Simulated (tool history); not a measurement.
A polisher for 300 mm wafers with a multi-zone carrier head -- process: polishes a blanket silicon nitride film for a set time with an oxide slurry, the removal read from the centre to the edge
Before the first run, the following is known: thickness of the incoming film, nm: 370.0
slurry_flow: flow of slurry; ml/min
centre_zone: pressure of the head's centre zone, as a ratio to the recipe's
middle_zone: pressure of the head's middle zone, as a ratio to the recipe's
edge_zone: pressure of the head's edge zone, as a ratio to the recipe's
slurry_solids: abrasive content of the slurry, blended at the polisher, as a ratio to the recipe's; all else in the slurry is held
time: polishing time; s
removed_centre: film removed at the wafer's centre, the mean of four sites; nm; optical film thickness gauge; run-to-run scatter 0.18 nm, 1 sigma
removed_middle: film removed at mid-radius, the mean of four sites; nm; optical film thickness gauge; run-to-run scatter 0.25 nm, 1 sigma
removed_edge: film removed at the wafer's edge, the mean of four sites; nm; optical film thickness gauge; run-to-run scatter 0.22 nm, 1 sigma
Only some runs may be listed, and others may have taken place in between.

run	hour	slurry_flow	centre_zone	middle_zone	edge_zone	slurry_solids	time	removed_centre	removed_middle	removed_edge
1	0	220	1	1	1	1	65	27.971	29.827	28.539
2	3	220	1	1	1	0.8	65	24.656	25.48	24.966
3	11.4	220	1	1	1	0.7	65	22.364	22.511	22.508
4	13	215	0.97	1	0.98	0.7	65	21.29	22.342	22.024
5	20	205	0.96	1.01	0.97	0.7	65	20.899	22.271	21.46
6	27.9	195	0.95	1.01	0.97	0.7	65	20.448	22.675	21.785
7	35.7	190	0.94	1	0.95	0.7	65	20.352	22.36	21.567
8	39.8	190	0.93	1	0.94	0.7	65	20.189	22.333	21.3
9	47.2	185	0.92	1	0.93	0.7	65	19.962	21.447	21.299
# hour 47.8: slurry nozzle cleaned
10	47.8	180	0.91	1.01	0.92	0.7	65	20.748	23.299	21.876
11	56.3	180	0.9	1.01	0.92	0.7	65	20.867	23.614	21.97
12	64.8	160	0.84	0.95	0.86	0.6	65	16.679	19.357	18.523
13	65.8	165	0.85	0.96	0.88	0.6	65	16.664	19.538	18.465
14	71.8	200	0.9	0.97	0.94	0.8	65	23.192	25.519	25.103
15	74.4	185	0.9	0.97	0.93	0.8	65	23.29	25.151	24.286
16	77.6	185	0.9	0.97	0.93	0.8	65	23.241	25.421	24.82
17	81.1	185	0.89	0.97	0.91	0.75	65	21.914	23.97	23.342
18	88.1	175	0.9	0.98	0.92	0.75	65	21.556	24.099	23.207
19	92	175	0.89	0.98	0.91	0.75	65	21.706	24.404	23.181
20	100.2	175	0.88	0.98	0.9	0.75	65	21.121	24.697	23.282
21	106.2	170	0.88	0.97	0.89	0.75	65	21.356	23.48	22.843
22	107.2	170	0.87	0.97	0.88	0.75	65	21.085	23.948	22.486
23	112.7	170	0.86	0.96	0.87	0.75	65	20.812	23.66	22.703
24	114.4	165	0.86	0.96	0.86	0.75	65	20.249	23.864	22.41
25	122.4	165	0.88	0.95	0.85	0.75	65	21.162	24.018	21.955
26	125.3	165	0.87	0.94	0.85	0.75	65	20.71	23.275	22.447

Predict the results of run 27:
27	130.8	160	0.86	0.95	0.82	0.55	64	?	?	?

Run 27 measured removed_centre 15.286 nm, removed_middle 17.513 nm, removed_edge 16.433 nm.

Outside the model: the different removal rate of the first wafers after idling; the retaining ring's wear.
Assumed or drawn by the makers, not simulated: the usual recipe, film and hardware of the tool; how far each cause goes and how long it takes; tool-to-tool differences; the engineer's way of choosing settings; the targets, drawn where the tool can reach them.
